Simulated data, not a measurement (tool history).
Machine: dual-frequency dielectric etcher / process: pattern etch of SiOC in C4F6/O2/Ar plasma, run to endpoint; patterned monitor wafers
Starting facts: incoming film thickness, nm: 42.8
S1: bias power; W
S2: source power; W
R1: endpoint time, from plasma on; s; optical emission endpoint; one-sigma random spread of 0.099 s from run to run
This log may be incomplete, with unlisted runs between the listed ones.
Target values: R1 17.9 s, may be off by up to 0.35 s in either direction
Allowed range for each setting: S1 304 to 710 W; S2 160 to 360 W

run  hour   S1   S2      R1
  1     0  507  260  14.197
  2   1.2  507  240  14.912
  3   4.1  582  240   13.91
  4  10.7  637  240  13.512
  5    14  637  220  14.101
  6  17.4  637  260  13.006
  7  19.4  544  240  14.268
  8  20.1  477  220   15.67
  9  24.5  477  220  15.861
 10  26.6  434  220   16.39
 11  31.9  332  210  18.562

Exercise: of the 4 proposed moves below, exactly one satisfies all targets within the stated allowed misses. Which move is it?
  A  37.2  393  220   ?
  B  37.2  318  250   ?
  C  37.2  348  220   ?
  D  37.2  397  210   ?

move      R1
   A  17.037
   B  17.119
   C  17.801
   D  17.433
A: takes the result that was furthest off past its target
B: takes the result that was furthest off past its target
C: each result inside its tolerance
D: takes the result that was furthest off past its target
Answer: C
